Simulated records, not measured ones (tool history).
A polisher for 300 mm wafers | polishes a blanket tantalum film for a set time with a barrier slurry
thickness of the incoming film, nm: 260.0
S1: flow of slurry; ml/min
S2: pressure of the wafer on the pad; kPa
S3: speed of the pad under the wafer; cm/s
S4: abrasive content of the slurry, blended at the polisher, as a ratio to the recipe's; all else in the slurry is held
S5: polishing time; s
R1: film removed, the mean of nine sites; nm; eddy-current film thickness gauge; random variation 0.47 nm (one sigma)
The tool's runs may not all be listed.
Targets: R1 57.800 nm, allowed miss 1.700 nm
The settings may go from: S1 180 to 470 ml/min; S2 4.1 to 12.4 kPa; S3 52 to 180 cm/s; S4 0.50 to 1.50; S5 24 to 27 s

Run 1, day 0.000: S1 300 ml/min, S2 8.3 kPa, S3 116 cm/s, S4 1.00, S5 27 s. Result: R1 30.414 nm.
Run 2, day 0.104: S1 300 ml/min, S2 8.3 kPa, S3 98 cm/s, S4 1.00, S5 27 s. Result: R1 25.601 nm.
Run 3, day 0.379: S1 300 ml/min, S2 8.3 kPa, S3 98 cm/s, S4 1.20, S5 27 s. Result: R1 26.348 nm.
Run 4, day 0.558: S1 300 ml/min, S2 8.3 kPa, S3 98 cm/s, S4 1.20, S5 27 s. Result: R1 26.636 nm.
Run 5, day 0.929: S1 300 ml/min, S2 9.7 kPa, S3 106 cm/s, S4 1.20, S5 27 s. Result: R1 33.411 nm.
Run 6, day 1.246: S1 300 ml/min, S2 9.7 kPa, S3 106 cm/s, S4 1.20, S5 27 s. Result: R1 33.205 nm.
Run 7, day 1.488: S1 300 ml/min, S2 9.7 kPa, S3 106 cm/s, S4 1.20, S5 27 s. Result: R1 33.194 nm.
Run 8, day 1.650: S1 300 ml/min, S2 10.3 kPa, S3 114 cm/s, S4 1.20, S5 27 s. Result: R1 38.160 nm.
Run 9, day 1.967: S1 300 ml/min, S2 11.0 kPa, S3 120 cm/s, S4 1.20, S5 27 s. Result: R1 42.605 nm.
Run 10, day 2.250: S1 300 ml/min, S2 11.7 kPa, S3 126 cm/s, S4 1.20, S5 27 s. Result: R1 46.824 nm.

5 next moves are on the table. One of them brings every result within its allowed miss. Which?
Run A, day 2.533: S1 275 ml/min, S2 11.7 kPa, S3 110 cm/s, S4 1.25, S5 24 s. Result: R1 ?.
Run B, day 2.533: S1 360 ml/min, S2 11.0 kPa, S3 102 cm/s, S4 1.00, S5 27 s. Result: R1 ?.
Run C, day 2.533: S1 370 ml/min, S2 11.7 kPa, S3 114 cm/s, S4 1.25, S5 27 s. Result: R1 ?.
Run D, day 2.533: S1 295 ml/min, S2 11.7 kPa, S3 110 cm/s, S4 1.15, S5 24 s. Result: R1 ?.
Run E, day 2.533: S1 280 ml/min, S2 11.7 kPa, S3 156 cm/s, S4 1.10, S5 27 s. Result: R1 ?.

move      R1
   A  37.322
   B  35.877
   C  44.506
   D  36.919
   E  57.554
A: further off than the last run
B: further off than the last run
C: further off than the last run
D: further off than the last run
E: meets every target
The right move is E.
